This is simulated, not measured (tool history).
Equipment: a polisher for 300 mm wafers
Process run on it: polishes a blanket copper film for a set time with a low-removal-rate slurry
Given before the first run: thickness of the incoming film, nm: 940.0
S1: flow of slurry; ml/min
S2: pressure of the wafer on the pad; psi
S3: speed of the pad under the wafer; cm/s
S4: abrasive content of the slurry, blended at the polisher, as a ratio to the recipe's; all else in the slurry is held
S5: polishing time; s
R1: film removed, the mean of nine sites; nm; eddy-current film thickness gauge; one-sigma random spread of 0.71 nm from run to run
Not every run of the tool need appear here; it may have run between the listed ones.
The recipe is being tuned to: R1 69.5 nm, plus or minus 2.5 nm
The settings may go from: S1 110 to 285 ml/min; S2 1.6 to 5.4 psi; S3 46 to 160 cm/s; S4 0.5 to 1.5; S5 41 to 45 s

{"run": 1, "hour": 0.0, "S1": 180, "S2": 3.5, "S3": 102, "S4": 1, "S5": 45, "R1": 164.65}
{"run": 2, "hour": 2.5, "S1": 180, "S2": 3.3, "S3": 98, "S4": 1, "S5": 45, "R1": 145.45}
{"run": 3, "hour": 5.5, "S1": 180, "S2": 3.1, "S3": 96, "S4": 1, "S5": 45, "R1": 136.68}
{"run": 4, "hour": 14.1, "S1": 205, "S2": 3.1, "S3": 96, "S4": 1, "S5": 45, "R1": 138.57}
{"run": 5, "hour": 22.3, "S1": 205, "S2": 2.8, "S3": 96, "S4": 1, "S5": 45, "R1": 127.71}
{"run": 6, "hour": 24.0, "S1": 205, "S2": 2.8, "S3": 112, "S4": 1, "S5": 45, "R1": 145.86}
{"hour": 27.5, "done": "head pressure recalibrated"}
{"run": 7, "hour": 27.5, "S1": 205, "S2": 2.7, "S3": 108, "S4": 1, "S5": 45, "R1": 125.22}
{"run": 8, "hour": 29.1, "S1": 200, "S2": 2.6, "S3": 106, "S4": 1, "S5": 45, "R1": 117.63}
{"run": 9, "hour": 34.5, "S1": 175, "S2": 1.6, "S3": 82, "S4": 1, "S5": 45, "R1": 57.103}
{"run": 10, "hour": 42.5, "S1": 185, "S2": 1.6, "S3": 82, "S4": 1, "S5": 45, "R1": 58.462}
{"run": 11, "hour": 44.2, "S1": 195, "S2": 1.6, "S3": 82, "S4": 1, "S5": 45, "R1": 58.697}
{"run": 12, "hour": 49.8, "S1": 200, "S2": 1.6, "S3": 82, "S4": 1, "S5": 45, "R1": 58.352}
{"run": 13, "hour": 50.8, "S1": 210, "S2": 1.8, "S3": 82, "S4": 1, "S5": 45, "R1": 65.755}
{"run": 14, "hour": 52.4, "S1": 220, "S2": 1.8, "S3": 82, "S4": 1, "S5": 45, "R1": 66.729}

Which single option among these 5 for the next run brings every result within its allowed miss of target? Just one does.
{"run": "A", "hour": 54.0, "S1": 220, "S2": 2, "S3": 84, "S4": 1.05, "S5": 45, "R1": "?"}
{"run": "B", "hour": 54.0, "S1": 180, "S2": 2.3, "S3": 78, "S4": 1.2, "S5": 44, "R1": "?"}
{"run": "C", "hour": 54.0, "S1": 220, "S2": 1.6, "S3": 86, "S4": 1.5, "S5": 42, "R1": "?"}
{"run": "D", "hour": 54.0, "S1": 175, "S2": 2, "S3": 88, "S4": 1.1, "S5": 45, "R1": "?"}
{"run": "E", "hour": 54.0, "S1": 280, "S2": 1.7, "S3": 92, "S4": 1, "S5": 43, "R1": "?"}

move=A R1=76.535
move=B R1=79.447
move=C R1=63.554
move=D R1=78.206
move=E R1=69.685
A: carries the result that was furthest off beyond its target, to the other side
B: carries the result that was furthest off beyond its target, to the other side
C: lands further from the targets than the last run did
D: carries the result that was furthest off beyond its target, to the other side
E: every result within its allowed miss
So the answer is move E, the one that meets all the targets.
